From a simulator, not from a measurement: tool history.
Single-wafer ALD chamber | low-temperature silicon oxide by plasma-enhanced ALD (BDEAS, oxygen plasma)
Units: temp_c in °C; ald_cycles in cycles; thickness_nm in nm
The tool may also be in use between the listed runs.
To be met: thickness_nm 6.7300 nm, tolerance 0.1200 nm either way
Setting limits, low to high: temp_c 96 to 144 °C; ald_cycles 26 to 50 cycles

run,day,temp_c,ald_cycles,thickness_nm
1,0.000,120,38,5.3112
2,0.058,120,42,5.8181
3,0.175,113,42,5.9272
4,0.471,122,42,5.8034
5,0.675,120,43,5.9358
6,0.892,117,44,6.1625
7,0.946,115,45,6.2802
# day 1.167: thermocouple changed; heater temperature recalibrated
8,1.167,114,46,6.3975
9,1.500,114,46,6.4384
10,1.675,113,46,6.4115

Exactly one of the 5 candidate moves below puts every result within its allowed miss. Which one?
A,1.850,116,50,?
B,1.850,117,50,?
C,1.850,109,44,?
D,1.850,110,48,?
E,1.850,111,50,?

move,thickness_nm
A,6.9424
B,6.9310
C,6.1793
D,6.7301
E,6.9992
A: moves the result that the last run missed by most past its target, out the other side
B: moves the result that the last run missed by most past its target, out the other side
C: misses by more than the last run did
D: each result inside its tolerance
E: moves the result that the last run missed by most past its target, out the other side
Go with D: it meets all targets.
